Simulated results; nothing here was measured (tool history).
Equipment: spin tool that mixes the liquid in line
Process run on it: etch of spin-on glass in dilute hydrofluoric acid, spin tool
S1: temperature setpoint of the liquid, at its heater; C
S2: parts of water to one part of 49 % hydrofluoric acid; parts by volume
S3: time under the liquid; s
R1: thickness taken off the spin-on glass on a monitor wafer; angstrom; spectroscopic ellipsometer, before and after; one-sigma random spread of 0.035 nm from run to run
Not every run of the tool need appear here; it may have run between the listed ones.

run    day    S1   S2  S3      R1
  1  0.000  22.0  220  20  21.709
  2  0.279  22.0  220  15  16.362
  3  0.429  20.0  220  15  15.221
  4  0.575  20.0  260  15  12.304
  5  0.929  22.5  260  15  13.524
  6  1.129  23.5  240  15  15.527
  7  1.417  24.0  220  15  17.659
  8  1.446  24.5  200  15  20.255
  9  1.700  25.0  180  15  22.924
 10  1.808  25.5  165  15  26.247
 11  2.021  26.0  155  15  28.566
 12  2.392  26.5  145  15  31.992
 13  2.617  27.0  135  15  35.276

Predict the results of run 14:
 14  2.992  27.5  130  15   ?

R1: 37.482 angstrom
